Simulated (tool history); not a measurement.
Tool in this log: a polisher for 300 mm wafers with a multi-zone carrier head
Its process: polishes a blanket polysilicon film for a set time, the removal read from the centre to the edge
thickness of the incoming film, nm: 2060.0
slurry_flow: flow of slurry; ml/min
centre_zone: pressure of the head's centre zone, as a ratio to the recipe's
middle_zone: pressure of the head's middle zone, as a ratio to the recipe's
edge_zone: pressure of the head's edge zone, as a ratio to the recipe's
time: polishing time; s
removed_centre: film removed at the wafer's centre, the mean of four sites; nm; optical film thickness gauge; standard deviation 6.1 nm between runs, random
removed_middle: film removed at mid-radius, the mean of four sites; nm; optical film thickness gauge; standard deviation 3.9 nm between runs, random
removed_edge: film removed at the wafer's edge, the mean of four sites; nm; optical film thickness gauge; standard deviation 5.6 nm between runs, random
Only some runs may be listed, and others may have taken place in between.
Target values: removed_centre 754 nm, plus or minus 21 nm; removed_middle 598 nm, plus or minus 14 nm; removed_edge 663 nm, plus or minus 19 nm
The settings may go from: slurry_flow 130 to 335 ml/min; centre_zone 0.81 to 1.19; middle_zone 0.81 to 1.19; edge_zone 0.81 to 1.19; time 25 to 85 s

run  hour  slurry_flow  centre_zone  middle_zone  edge_zone  time  removed_centre  removed_middle  removed_edge
  1     0          215            1            1          1    55           514.8           496.5        497.44
  2     4          215            1            1          1    65          601.65           588.3        585.78
  3   7.1          225         1.02         0.99       1.02    65          623.77          587.01        590.98
  4  15.8          225         1.02         0.99       0.97    65          628.85          582.17        566.72
  5  24.5          190         1.02         0.99       0.97    65           603.7          572.34        565.14
  6  33.4          205         1.04         0.98          1    65          623.06          571.18        575.97
  7  37.1          220         1.05         0.97       1.02    65          640.28          575.22        598.54
  8  43.9          230         1.06         0.97       1.03    65          646.51          573.22        593.79
  9  51.9          240         1.07         0.97       1.05    65           656.9          575.87        606.64
 10  56.2          250         1.08         0.97       1.06    65          675.33          580.04        616.63
 11  62.6          260         1.09         0.97       1.07    65          681.42          589.41        617.98
 12  66.8          265          1.1         0.97       1.08    65          681.21          590.39        612.72
 13  70.3          270         1.11         0.96       1.09    65          703.49           582.4        625.43
 14  74.3          275         1.11         0.96        1.1    65          695.72          586.21        624.94

Below are 4 possible settings for the next run. Only one of them brings all results inside the allowed miss of their targets. Which is it?
  A  78.3          300         1.14         1.02        1.1    60               ?               ?             ?
  B  78.3          290         0.97         1.03        1.1    62               ?               ?             ?
  C  78.3          275         1.14         0.93       1.12    68               ?               ?             ?
  D  78.3          255         0.97         0.85       1.14    73               ?               ?             ?

move  removed_centre  removed_middle  removed_edge
   A          653.93          573.58        585.34
   B           572.1          596.06        603.14
   C          733.09          595.89        665.53
   D          661.98          589.07         716.9
A: lands further from the targets than the last run did
B: lands further from the targets than the last run did
C: hits every target within its allowed miss
D: lands further from the targets than the last run did
Move C is the one to make.
